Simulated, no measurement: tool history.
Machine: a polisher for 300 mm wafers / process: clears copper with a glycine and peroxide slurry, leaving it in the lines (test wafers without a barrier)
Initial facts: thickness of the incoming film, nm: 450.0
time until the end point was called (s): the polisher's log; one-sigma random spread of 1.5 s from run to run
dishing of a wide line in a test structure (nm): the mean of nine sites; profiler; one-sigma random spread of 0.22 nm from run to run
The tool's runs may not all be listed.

run,day,flow of slurry (ml/min),pressure of the wafer on the pad (psi),speed of the pad under the wafer (cm/s),overpolish time after the end point (s),time until the end point was called (s),dishing of a wide line in a test structure (nm)
1,0.000,215,3.1,84,10,95.266,35.016
2,0.192,215,3.1,64,10,118.360,30.015
3,0.233,245,3.1,64,10,117.540,29.378
4,0.312,205,3.1,64,10,118.740,28.479
5,0.446,205,3.8,64,10,99.682,32.715
6,0.679,185,3.8,58,8,110.830,26.090
7,1.054,170,3.9,54,7,114.370,22.243
8,1.333,160,4.0,50,6,122.750,18.027
9,1.412,155,4.1,48,5,122.930,15.405
10,1.525,150,4.2,46,5,127.870,14.903
11,1.708,145,4.4,44,5,126.750,15.054

What will run 12 give?
12,1.833,140,4.5,42,5,?,?

{"run 12": {"time until the end point was called (s)": 131.01, "dishing of a wide line in a test structure (nm)": 14.68}}
